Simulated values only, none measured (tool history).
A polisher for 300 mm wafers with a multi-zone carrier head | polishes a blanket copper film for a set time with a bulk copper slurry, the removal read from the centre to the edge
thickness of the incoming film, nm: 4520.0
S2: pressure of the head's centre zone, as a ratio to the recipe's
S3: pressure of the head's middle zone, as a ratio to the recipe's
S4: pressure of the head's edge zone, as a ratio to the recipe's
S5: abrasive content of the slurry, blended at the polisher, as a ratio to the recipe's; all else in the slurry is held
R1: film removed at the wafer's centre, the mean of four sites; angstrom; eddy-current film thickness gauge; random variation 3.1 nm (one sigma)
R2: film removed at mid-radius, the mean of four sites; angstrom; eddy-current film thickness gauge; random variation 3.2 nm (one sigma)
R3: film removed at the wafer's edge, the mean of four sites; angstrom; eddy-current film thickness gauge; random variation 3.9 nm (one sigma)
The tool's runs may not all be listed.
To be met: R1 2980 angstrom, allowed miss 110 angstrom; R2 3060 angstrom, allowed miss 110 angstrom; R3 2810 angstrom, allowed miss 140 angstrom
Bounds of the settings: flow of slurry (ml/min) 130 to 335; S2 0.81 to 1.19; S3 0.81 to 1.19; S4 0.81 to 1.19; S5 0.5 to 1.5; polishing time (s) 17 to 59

Run 1, hour 0: flow of slurry (ml/min) 215, S2 1, S3 1, S4 1, S5 1, polishing time (s) 38. Result: R1 3352.2 angstrom, R2 3454.2 angstrom, R3 3431.3 angstrom.
Run 2, hour 6: flow of slurry (ml/min) 215, S2 1, S3 0.96, S4 1, S5 1, polishing time (s) 38. Result: R1 3377.6 angstrom, R2 3304.8 angstrom, R3 3468.3 angstrom.
Run 3, hour 11.2: flow of slurry (ml/min) 215, S2 1, S3 0.96, S4 1, S5 1, polishing time (s) 45. Result: R1 3983.9 angstrom, R2 3896.6 angstrom, R3 3996.4 angstrom.
Run 4, hour 13.9: flow of slurry (ml/min) 235, S2 1, S3 0.96, S4 1, S5 1, polishing time (s) 45. Result: R1 3993.3 angstrom, R2 3974.4 angstrom, R3 4092.3 angstrom.
Run 5, hour 15.2: flow of slurry (ml/min) 220, S2 0.99, S3 0.97, S4 0.96, S5 0.9, polishing time (s) 44. Result: R1 3674 angstrom, R2 3788.1 angstrom, R3 3843.1 angstrom.
Run 6, hour 20.2: flow of slurry (ml/min) 210, S2 1.02, S3 0.99, S4 0.93, S5 0.85, polishing time (s) 42. Result: R1 3616.6 angstrom, R2 3588 angstrom, R3 3539.2 angstrom.
Run 7, hour 24: flow of slurry (ml/min) 205, S2 1.02, S3 1, S4 0.91, S5 0.8, polishing time (s) 41. Result: R1 3488.4 angstrom, R2 3429.5 angstrom, R3 3255.7 angstrom.
Run 8, hour 26: flow of slurry (ml/min) 200, S2 1.01, S3 1, S4 0.89, S5 0.75, polishing time (s) 41. Result: R1 3270.5 angstrom, R2 3392.3 angstrom, R3 3244.1 angstrom.
Run 9, hour 28.8: flow of slurry (ml/min) 195, S2 1.02, S3 1, S4 0.88, S5 0.7, polishing time (s) 41. Result: R1 3302.6 angstrom, R2 3352.8 angstrom, R3 3192 angstrom.
Run 10, hour 33.9: flow of slurry (ml/min) 185, S2 1, S3 1, S4 0.81, S5 0.5, polishing time (s) 39. Result: R1 2842.3 angstrom, R2 2858.9 angstrom, R3 2588.4 angstrom.

4 next moves are on the table. One of them brings every result within its allowed miss. Which?
Run A, hour 39: flow of slurry (ml/min) 200, S2 1, S3 1, S4 0.81, S5 0.5, polishing time (s) 41. Result: R1 ?, R2 ?, R3 ?.
Run B, hour 39: flow of slurry (ml/min) 210, S2 0.96, S3 1.15, S4 0.81, S5 0.5, polishing time (s) 38. Result: R1 ?, R2 ?, R3 ?.
Run C, hour 39: flow of slurry (ml/min) 170, S2 1.06, S3 0.92, S4 0.88, S5 0.55, polishing time (s) 39. Result: R1 ?, R2 ?, R3 ?.
Run D, hour 39: flow of slurry (ml/min) 220, S2 0.93, S3 1, S4 0.86, S5 0.5, polishing time (s) 39. Result: R1 ?, R2 ?, R3 ?.

move      R1      R2      R3
   A  3019.3    3017  2820.6
   B  2711.5  3175.1  2623.9
   C  3025.1  2667.8  2800.9
   D  2713.1  2912.6    2785
A: meets every target
B: takes the result that was furthest off past its target
C: further off than the last run
D: further off than the last run
The right move is A.

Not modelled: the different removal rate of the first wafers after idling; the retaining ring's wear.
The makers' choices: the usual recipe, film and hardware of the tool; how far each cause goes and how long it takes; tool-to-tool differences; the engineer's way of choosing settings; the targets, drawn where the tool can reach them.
